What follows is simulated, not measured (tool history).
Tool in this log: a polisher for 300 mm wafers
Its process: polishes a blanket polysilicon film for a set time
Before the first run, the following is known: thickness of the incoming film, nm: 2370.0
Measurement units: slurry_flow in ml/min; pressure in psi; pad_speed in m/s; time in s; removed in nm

run,day,slurry_flow,pressure,pad_speed,time,removed
1,0.000,295,2.6,1.18,78,547.75
2,0.138,295,3.2,1.18,78,674.45
3,0.158,300,3.4,1.24,78,747.23
4,0.350,300,3.5,1.30,78,792.49
5,0.688,335,3.5,1.30,78,793.09
6,0.888,335,3.6,1.36,78,848.37
7,1.088,335,3.7,1.40,78,906.69
8,1.212,335,3.8,1.44,78,946.28
9,1.338,335,3.8,1.44,78,942.28
10,1.562,335,3.8,1.48,78,967.34

For run 11, what comes out?
11,1.788,350,4.0,1.58,78,?

removed: 1087.20 nm
